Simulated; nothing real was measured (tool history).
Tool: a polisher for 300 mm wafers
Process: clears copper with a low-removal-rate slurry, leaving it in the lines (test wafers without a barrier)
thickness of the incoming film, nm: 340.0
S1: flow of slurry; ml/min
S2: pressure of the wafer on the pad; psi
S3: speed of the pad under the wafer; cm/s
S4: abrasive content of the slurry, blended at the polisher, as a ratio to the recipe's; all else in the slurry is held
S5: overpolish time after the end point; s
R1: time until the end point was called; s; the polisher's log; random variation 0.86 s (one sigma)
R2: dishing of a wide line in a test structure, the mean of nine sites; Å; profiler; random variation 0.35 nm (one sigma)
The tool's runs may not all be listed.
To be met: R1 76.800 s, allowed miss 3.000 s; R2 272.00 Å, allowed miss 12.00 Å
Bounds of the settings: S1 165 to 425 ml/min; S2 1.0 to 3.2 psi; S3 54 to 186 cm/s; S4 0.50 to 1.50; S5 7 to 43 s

| run | day | S1 | S2 | S3 | S4 | S5 | R1 | R2 |
|---|---|---|---|---|---|---|---|---|
| 1 | 0.000 | 275 | 2.1 | 118 | 1.00 | 22 | 129.090 | 317.95 |
| 2 | 0.333 | 275 | 2.2 | 120 | 1.00 | 20 | 121.280 | 313.30 |
| 3 | 0.508 | 275 | 2.0 | 120 | 1.00 | 20 | 136.400 | 286.82 |
| 4 | 0.717 | 275 | 2.0 | 142 | 1.00 | 20 | 112.440 | 315.65 |
| 5 | 0.967 | 275 | 2.0 | 142 | 0.90 | 20 | 114.420 | 322.29 |
| 6 | 1.112 | 275 | 2.0 | 142 | 0.80 | 20 | 115.860 | 312.44 |
| 7 | 1.279 | 275 | 2.1 | 144 | 0.75 | 19 | 111.260 | 318.01 |
| 8 | 1.625 | 275 | 2.1 | 148 | 0.80 | 18 | 106.600 | 320.47 |
| 9 | 1.883 | 275 | 2.1 | 152 | 0.85 | 17 | 103.030 | 319.33 |
| 10 | 2.146 | 295 | 2.6 | 168 | 0.60 | 7 | 80.034 | 209.86 |
| 11 | 2.442 | 295 | 2.6 | 168 | 0.60 | 8 | 77.449 | 224.82 |
| 12 | 2.583 | 295 | 2.6 | 166 | 0.60 | 16 | 79.437 | 354.37 |
| 13 | 2.954 | 295 | 2.6 | 166 | 0.60 | 15 | 78.996 | 346.54 |
| 14 | 3.262 | 305 | 2.6 | 166 | 0.65 | 12 | 78.395 | 296.84 |
|  | 3.608 | slurry blender recalibrated |
| 15 | 3.608 | 300 | 2.6 | 166 | 0.65 | 12 | 74.543 | 317.13 |
| 16 | 3.800 | 295 | 2.6 | 166 | 0.65 | 12 | 75.611 | 307.32 |
| 17 | 4.079 | 295 | 2.6 | 166 | 0.65 | 11 | 75.577 | 291.24 |

Which of these 4 next moves meets every target?
| A | 4.358 | 300 | 2.4 | 174 | 0.75 | 10 | ? | ? |
| B | 4.358 | 355 | 2.8 | 150 | 0.50 | 12 | ? | ? |
| C | 4.358 | 260 | 2.6 | 160 | 0.60 | 12 | ? | ? |
| D | 4.358 | 290 | 2.6 | 156 | 0.60 | 12 | ? | ? |

| move | R1 | R2 |
|---|---|---|
| A | 76.321 | 268.74 |
| B | 77.879 | 300.11 |
| C | 79.634 | 294.94 |
| D | 80.678 | 292.57 |
A: meets every target
B: further off than the last run
C: further off than the last run
D: further off than the last run
Answer: A
